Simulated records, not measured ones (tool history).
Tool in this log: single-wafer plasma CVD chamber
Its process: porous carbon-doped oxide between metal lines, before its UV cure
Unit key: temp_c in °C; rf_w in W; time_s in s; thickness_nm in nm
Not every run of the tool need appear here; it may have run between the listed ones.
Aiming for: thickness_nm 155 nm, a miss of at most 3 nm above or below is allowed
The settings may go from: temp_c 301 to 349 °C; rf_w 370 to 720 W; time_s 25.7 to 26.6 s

run	hour	temp_c	rf_w	time_s	thickness_nm
1	0	325	545	25.7	133.18
2	7.7	319	560	25.7	138.41
3	15.4	319	600	25.7	143.95
4	19.2	319	535	25.7	136.08
5	21	315	535	25.7	138.56
6	23.4	311	555	25.8	144.73
7	25.5	308	565	25.8	146.03
8	26.3	307	580	25.9	149.31
9	27.6	307	580	25.9	151.07

Next run, 5 choices. One meets every target within its allowed miss, the rest don't. Which?
A	28.9	304	560	26.6	?
B	28.9	306	575	25.7	?
C	28.9	317	605	25.9	?
D	28.9	306	520	26	?
E	28.9	311	555	25.8	?

move	thickness_nm
A	152.31
B	147.76
C	145
D	142.4
E	142.44
A: all results land within tolerance of their targets
B: the biggest miss grows against the last run
C: the biggest miss grows against the last run
D: the biggest miss grows against the last run
E: the biggest miss grows against the last run
A meets every target.

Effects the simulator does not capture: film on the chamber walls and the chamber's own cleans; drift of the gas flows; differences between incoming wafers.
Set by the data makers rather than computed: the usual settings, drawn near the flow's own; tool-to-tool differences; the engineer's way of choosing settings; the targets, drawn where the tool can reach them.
